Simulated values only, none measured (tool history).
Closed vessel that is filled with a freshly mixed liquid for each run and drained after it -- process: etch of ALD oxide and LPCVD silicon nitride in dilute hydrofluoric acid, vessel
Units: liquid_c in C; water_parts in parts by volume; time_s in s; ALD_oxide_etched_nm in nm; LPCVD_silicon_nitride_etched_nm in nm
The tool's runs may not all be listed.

| run | hour | liquid_c | water_parts | time_s | ALD_oxide_etched_nm | LPCVD_silicon_nitride_etched_nm |
|---|---|---|---|---|---|---|
| 1 | 0.0 | 23.0 | 220 | 570 | 53.214 | 1.25110 |
| 2 | 5.1 | 22.0 | 245 | 570 | 44.835 | 1.01860 |
| 3 | 11.8 | 22.0 | 245 | 370 | 29.100 | 0.65260 |
| 4 | 16.5 | 22.0 | 245 | 225 | 17.754 | 0.43268 |
| 5 | 25.4 | 22.0 | 320 | 225 | 12.663 | 0.29103 |
| 6 | 27.4 | 22.5 | 280 | 230 | 15.316 | 0.37560 |
| 7 | 30.2 | 19.5 | 190 | 260 | 24.933 | 0.50966 |

Predict the results of run 8:
| 8 | 32.4 | 20.5 | 190 | 260 | ? | ? |

{"run 8": {"ALD_oxide_etched_nm": 26.653, "LPCVD_silicon_nitride_etched_nm": 0.55445}}
